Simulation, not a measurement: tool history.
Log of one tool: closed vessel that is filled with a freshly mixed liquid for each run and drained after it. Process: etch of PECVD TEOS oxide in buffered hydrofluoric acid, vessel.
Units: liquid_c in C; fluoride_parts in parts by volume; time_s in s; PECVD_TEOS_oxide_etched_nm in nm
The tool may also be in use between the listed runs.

run	hour	liquid_c	fluoride_parts	time_s	PECVD_TEOS_oxide_etched_nm
1	0.0	22.0	15.0	105	141.55
2	4.1	22.0	15.0	105	142.68
3	8.5	24.0	15.0	105	158.95
4	10.0	23.0	15.0	105	150.51
5	12.2	20.0	15.0	105	128.54
6	15.9	23.5	15.0	105	156.26
7	24.3	22.5	15.0	105	146.90
8	30.2	21.5	15.0	105	138.51
9	33.0	21.0	15.0	105	136.39
10	36.0	20.5	15.0	105	131.39
11	39.0	20.0	15.0	105	127.26
12	45.3	19.5	15.0	105	123.74
13	47.6	19.0	15.0	105	121.33
14	48.7	19.0	15.0	105	122.08

The next listed run, before its measurement:
15	55.1	18.5	15.0	105	?

PECVD_TEOS_oxide_etched_nm: 118.47 nm

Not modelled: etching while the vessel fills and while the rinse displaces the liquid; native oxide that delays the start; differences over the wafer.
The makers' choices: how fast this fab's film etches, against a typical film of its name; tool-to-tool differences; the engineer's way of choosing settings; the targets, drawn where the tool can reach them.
